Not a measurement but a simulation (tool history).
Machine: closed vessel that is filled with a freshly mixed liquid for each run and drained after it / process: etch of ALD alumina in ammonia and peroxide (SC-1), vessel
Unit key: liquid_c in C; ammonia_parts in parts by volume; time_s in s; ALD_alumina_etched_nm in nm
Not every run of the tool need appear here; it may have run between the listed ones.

| run | hour | liquid_c | ammonia_parts | time_s | ALD_alumina_etched_nm |
|---|---|---|---|---|---|
| 1 | 0 | 47 | 0.5 | 70 | 4.01 |
| 2 | 4 | 42 | 0.5 | 70 | 3.0085 |
| 3 | 9.9 | 38 | 0.5 | 70 | 2.4058 |
| 4 | 18.3 | 42 | 0.5 | 70 | 3.012 |
| 5 | 22.2 | 45 | 0.5 | 70 | 3.5787 |
| 6 | 25.4 | 47.5 | 0.5 | 70 | 4.1131 |
| 7 | 27 | 49.5 | 0.5 | 70 | 4.6082 |
| 8 | 35.3 | 51 | 0.5 | 70 | 4.9952 |
| 9 | 38 | 52 | 0.5 | 70 | 5.2197 |

The next listed run, before its measurement:
| 10 | 39.5 | 53 | 0.5 | 70 | ? |

{"run 10": {"ALD_alumina_etched_nm": 5.5286}}
